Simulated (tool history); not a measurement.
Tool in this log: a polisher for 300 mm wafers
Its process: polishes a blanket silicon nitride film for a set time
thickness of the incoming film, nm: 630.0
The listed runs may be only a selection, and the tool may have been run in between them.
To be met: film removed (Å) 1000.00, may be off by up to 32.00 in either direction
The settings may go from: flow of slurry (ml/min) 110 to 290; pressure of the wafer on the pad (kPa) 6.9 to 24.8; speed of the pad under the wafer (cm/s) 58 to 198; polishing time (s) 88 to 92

run  hour  flow of slurry (ml/min)  pressure of the wafer on the pad (kPa)  speed of the pad under the wafer (cm/s)  polishing time (s)  film removed (Å)
  1   0.0                      185                                    15.9                                      128                  88           1093.70
  2   8.0                      180                                    15.9                                      128                  88           1105.10
  3  11.8                      180                                    15.2                                      128                  88           1057.40
  4  14.0                      160                                    15.2                                      128                  88           1050.80
  5  14.8                      160                                    15.2                                      128                  92           1080.20
  6  21.0                      160                                    11.7                                      128                  92            885.63
  7  23.9                      165                                    12.4                                      128                  92            925.72
  8  27.9                      170                                    12.4                                      128                  92            952.73
  9  29.8                      175                                    12.4                                      128                  92            939.72
 10  34.9                      180                                    12.4                                      128                  92            938.08

Exactly one of the 4 candidate moves below puts every result within its allowed miss. Which one?
  A  40.0                      180                                    10.3                                      140                  90                 ?
  B  40.0                      140                                    15.9                                      120                  88                 ?
  C  40.0                      195                                    11.7                                      132                  88                 ?
  D  40.0                      210                                    10.3                                      132                  92                 ?

move  film removed (Å)
   A            865.43
   B           1012.30
   C            894.64
   D            858.07
A: lands further from the targets than the last run did
B: each result inside its tolerance
C: lands further from the targets than the last run did
D: lands further from the targets than the last run did
Go with B: it meets all targets.

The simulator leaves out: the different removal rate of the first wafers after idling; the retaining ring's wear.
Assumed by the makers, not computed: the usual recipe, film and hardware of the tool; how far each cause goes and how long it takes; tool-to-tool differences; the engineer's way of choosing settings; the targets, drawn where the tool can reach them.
